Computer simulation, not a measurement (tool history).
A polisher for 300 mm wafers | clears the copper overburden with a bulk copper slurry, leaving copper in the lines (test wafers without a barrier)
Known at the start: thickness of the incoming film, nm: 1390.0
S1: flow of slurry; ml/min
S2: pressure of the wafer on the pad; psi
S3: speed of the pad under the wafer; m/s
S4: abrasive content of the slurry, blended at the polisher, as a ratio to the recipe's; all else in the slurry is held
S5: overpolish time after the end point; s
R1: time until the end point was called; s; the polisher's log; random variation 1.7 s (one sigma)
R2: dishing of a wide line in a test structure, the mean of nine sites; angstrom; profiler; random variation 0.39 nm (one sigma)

Run 1, hour 0: S1 300 ml/min, S2 2.5 psi, S3 1.08 m/s, S4 1, S5 20 s. Result: R1 183.96 s, R2 694.85 angstrom.
Run 2, hour 1.4: S1 330 ml/min, S2 2.5 psi, S3 1.08 m/s, S4 1, S5 20 s. Result: R1 183.41 s, R2 722.03 angstrom.
Run 3, hour 5.5: S1 330 ml/min, S2 2.5 psi, S3 1.08 m/s, S4 0.9, S5 20 s. Result: R1 184.78 s, R2 705.4 angstrom.
Run 4, hour 11.5: S1 330 ml/min, S2 2.5 psi, S3 1.08 m/s, S4 0.8, S5 20 s. Result: R1 190.87 s, R2 699.78 angstrom.
Run 5, hour 17: S1 330 ml/min, S2 2.5 psi, S3 1.08 m/s, S4 0.8, S5 24 s. Result: R1 192.16 s, R2 750.6 angstrom.
Run 6, hour 18.4: S1 330 ml/min, S2 2.9 psi, S3 1.08 m/s, S4 0.8, S5 24 s. Result: R1 163.36 s, R2 807.02 angstrom.

Run 7 comes next. What will it give?
Run 7, hour 22.2: S1 300 ml/min, S2 2.9 psi, S3 1.04 m/s, S4 0.75, S5 20 s. Result: R1 ?, R2 ?.

R1: 174.62 s
R2: 743.98 angstrom
